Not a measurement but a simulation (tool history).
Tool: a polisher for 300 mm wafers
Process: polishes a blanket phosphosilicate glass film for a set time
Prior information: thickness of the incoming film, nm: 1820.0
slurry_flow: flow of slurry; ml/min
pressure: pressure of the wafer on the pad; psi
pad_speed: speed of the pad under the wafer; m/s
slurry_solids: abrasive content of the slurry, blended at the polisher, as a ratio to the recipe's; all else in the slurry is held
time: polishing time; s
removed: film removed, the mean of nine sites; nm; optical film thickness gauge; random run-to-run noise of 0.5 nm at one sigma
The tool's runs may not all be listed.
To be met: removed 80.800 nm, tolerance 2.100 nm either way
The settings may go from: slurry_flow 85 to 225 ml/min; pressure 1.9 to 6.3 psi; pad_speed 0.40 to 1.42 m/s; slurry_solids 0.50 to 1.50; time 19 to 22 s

| run | hour | slurry_flow | pressure | pad_speed | slurry_solids | time | removed |
|---|---|---|---|---|---|---|---|
| 1 | 0.0 | 145 | 4.1 | 0.90 | 1.00 | 22 | 237.350 |
| 2 | 5.8 | 110 | 4.1 | 0.90 | 1.00 | 22 | 221.810 |
| 3 | 11.2 | 110 | 3.2 | 0.90 | 1.00 | 22 | 183.870 |
| 4 | 13.9 | 110 | 3.2 | 1.06 | 1.00 | 22 | 208.440 |
| 5 | 16.0 | 110 | 3.2 | 1.06 | 1.00 | 19 | 183.280 |
| 6 | 20.6 | 105 | 2.9 | 0.92 | 1.00 | 19 | 149.290 |
| 7 | 25.2 | 100 | 2.7 | 0.84 | 1.00 | 19 | 131.470 |
| 8 | 32.8 | 100 | 2.5 | 0.78 | 1.00 | 19 | 117.320 |
| 9 | 38.4 | 100 | 2.4 | 0.74 | 1.00 | 19 | 110.140 |
| 10 | 47.2 | 100 | 2.3 | 0.70 | 1.00 | 19 | 102.740 |
| 11 | 53.1 | 100 | 2.2 | 0.68 | 1.00 | 19 | 97.751 |
| 12 | 55.1 | 90 | 1.9 | 0.54 | 1.00 | 19 | 71.464 |
| 13 | 62.3 | 95 | 1.9 | 0.54 | 1.00 | 19 | 73.325 |
| 14 | 67.9 | 100 | 1.9 | 0.54 | 1.00 | 19 | 73.826 |
| 15 | 75.3 | 105 | 1.9 | 0.54 | 1.00 | 19 | 75.202 |
| 16 | 79.7 | 110 | 1.9 | 0.54 | 1.00 | 19 | 75.849 |
| 17 | 81.3 | 115 | 1.9 | 0.54 | 1.00 | 19 | 76.604 |

Which one of the following 5 next-run settings gets every result inside its allowed miss? There is exactly one.
| A | 82.9 | 95 | 1.9 | 0.60 | 0.90 | 19 | ? |
| B | 82.9 | 135 | 1.9 | 0.54 | 0.95 | 19 | ? |
| C | 82.9 | 85 | 2.1 | 0.58 | 0.95 | 19 | ? |
| D | 82.9 | 120 | 1.9 | 0.58 | 0.90 | 21 | ? |
| E | 82.9 | 125 | 1.9 | 0.60 | 0.65 | 22 | ? |

| move | removed |
|---|---|
| A | 75.412 |
| B | 77.437 |
| C | 77.124 |
| D | 86.198 |
| E | 79.698 |
A: lands further from the targets than the last run did
B: closes in on the targets versus the last run, not all within tolerance yet
C: closes in on the targets versus the last run, not all within tolerance yet
D: takes the biggest miss from the last run beyond its target
E: all results land within tolerance of their targets
E meets every target.
